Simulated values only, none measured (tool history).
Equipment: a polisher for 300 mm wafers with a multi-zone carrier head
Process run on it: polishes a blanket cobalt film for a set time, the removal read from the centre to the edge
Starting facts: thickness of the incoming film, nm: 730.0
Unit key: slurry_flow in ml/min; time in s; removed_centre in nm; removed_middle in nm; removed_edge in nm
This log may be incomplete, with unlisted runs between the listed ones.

run 1 hour=0.0 | slurry_flow=175 centre_zone=1.00 middle_zone=1.00 edge_zone=1.00 time=34 | removed_centre=157.86 removed_middle=157.51 removed_edge=159.16
run 2 hour=3.8 | slurry_flow=175 centre_zone=1.07 middle_zone=1.00 edge_zone=1.00 time=34 | removed_centre=169.42 removed_middle=156.54 removed_edge=158.24
run 3 hour=9.2 | slurry_flow=210 centre_zone=1.07 middle_zone=1.00 edge_zone=1.00 time=34 | removed_centre=171.77 removed_middle=158.55 removed_edge=162.34
run 4 hour=15.0 | slurry_flow=215 centre_zone=1.06 middle_zone=1.03 edge_zone=1.03 time=35 | removed_centre=178.96 removed_middle=172.30 removed_edge=171.14
run 5 hour=16.0 | slurry_flow=215 centre_zone=1.06 middle_zone=1.03 edge_zone=0.96 time=35 | removed_centre=176.12 removed_middle=169.97 removed_edge=164.45
run 6 hour=24.9 | slurry_flow=215 centre_zone=1.13 middle_zone=1.03 edge_zone=0.96 time=35 | removed_centre=187.62 removed_middle=166.50 removed_edge=163.13
run 7 hour=26.1 | slurry_flow=220 centre_zone=1.10 middle_zone=1.04 edge_zone=1.00 time=36 | removed_centre=187.17 removed_middle=176.98 removed_edge=171.38
run 8 hour=32.2 | slurry_flow=225 centre_zone=1.08 middle_zone=1.04 edge_zone=1.03 time=37 | removed_centre=193.34 removed_middle=184.64 removed_edge=179.82
run 9 hour=40.6 | slurry_flow=230 centre_zone=1.05 middle_zone=1.04 edge_zone=1.06 time=38 | removed_centre=189.00 removed_middle=186.77 removed_edge=188.17
run 10 hour=48.3 | slurry_flow=235 centre_zone=1.04 middle_zone=1.05 edge_zone=1.08 time=39 | removed_centre=196.55 removed_middle=194.22 removed_edge=194.54

Run 11 is up next; what results do you expect?
run 11 hour=57.0 | slurry_flow=235 centre_zone=1.04 middle_zone=1.05 edge_zone=1.08 time=39 | removed_centre=? removed_middle=? removed_edge=?

{"run 11": {"removed_centre": 195.81, "removed_middle": 195.26, "removed_edge": 195.23}}

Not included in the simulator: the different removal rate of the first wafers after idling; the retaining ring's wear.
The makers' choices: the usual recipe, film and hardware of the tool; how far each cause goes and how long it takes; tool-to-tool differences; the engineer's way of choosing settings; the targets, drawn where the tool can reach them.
